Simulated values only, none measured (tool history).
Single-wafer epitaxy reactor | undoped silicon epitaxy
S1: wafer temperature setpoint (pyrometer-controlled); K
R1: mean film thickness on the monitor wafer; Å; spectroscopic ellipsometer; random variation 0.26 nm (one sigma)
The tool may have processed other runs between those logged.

{"run": 1, "hour": 0.0, "S1": 938.15, "deposition time (s)": 168, "R1": 372.59}
{"run": 2, "hour": 8.3, "S1": 938.15, "deposition time (s)": 155, "R1": 342.18}
{"run": 3, "hour": 11.6, "S1": 944.15, "deposition time (s)": 155, "R1": 385.92}
{"run": 4, "hour": 17.4, "S1": 949.15, "deposition time (s)": 155, "R1": 418.91}
{"run": 5, "hour": 24.8, "S1": 953.15, "deposition time (s)": 157, "R1": 460.64}
{"run": 6, "hour": 26.9, "S1": 961.15, "deposition time (s)": 157, "R1": 526.74}

Predict the results of run 7:
{"run": 7, "hour": 35.8, "S1": 961.15, "deposition time (s)": 158, "R1": "?"}

{"run 7": {"R1": 532.86}}

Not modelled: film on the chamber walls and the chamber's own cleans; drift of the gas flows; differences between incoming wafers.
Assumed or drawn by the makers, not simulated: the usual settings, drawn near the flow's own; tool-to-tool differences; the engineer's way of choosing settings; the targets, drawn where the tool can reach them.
